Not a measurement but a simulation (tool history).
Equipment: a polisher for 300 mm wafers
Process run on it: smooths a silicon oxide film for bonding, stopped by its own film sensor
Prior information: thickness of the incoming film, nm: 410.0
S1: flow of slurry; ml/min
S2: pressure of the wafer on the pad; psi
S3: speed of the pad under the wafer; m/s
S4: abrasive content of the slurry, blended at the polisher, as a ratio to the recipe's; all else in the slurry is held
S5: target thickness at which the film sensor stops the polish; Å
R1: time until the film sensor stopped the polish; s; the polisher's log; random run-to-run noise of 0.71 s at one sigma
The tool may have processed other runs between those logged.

| run | hour | S1 | S2 | S3 | S4 | S5 | R1 |
|---|---|---|---|---|---|---|---|
| 1 | 0 | 185 | 1.9 | 1.04 | 1 | 3710 | 62.681 |
| 2 | 6.2 | 185 | 1.9 | 1.04 | 1 | 3750 | 55.895 |
| 3 | 12.9 | 185 | 2 | 1.06 | 1 | 3750 | 53.68 |
| 4 | 20.3 | 155 | 2 | 1.06 | 1 | 3750 | 55.335 |
| 5 | 24.8 | 180 | 2 | 1.06 | 1 | 3750 | 53.452 |
| 6 | 26.1 | 180 | 2.1 | 1.06 | 1 | 3750 | 53.248 |
| 7 | 33.9 | 180 | 2.2 | 1.1 | 1 | 3750 | 48.444 |

What will run 8 give?
| 8 | 40.7 | 180 | 2.2 | 1.1 | 1 | 3750 | ? |

R1: 49.498 s

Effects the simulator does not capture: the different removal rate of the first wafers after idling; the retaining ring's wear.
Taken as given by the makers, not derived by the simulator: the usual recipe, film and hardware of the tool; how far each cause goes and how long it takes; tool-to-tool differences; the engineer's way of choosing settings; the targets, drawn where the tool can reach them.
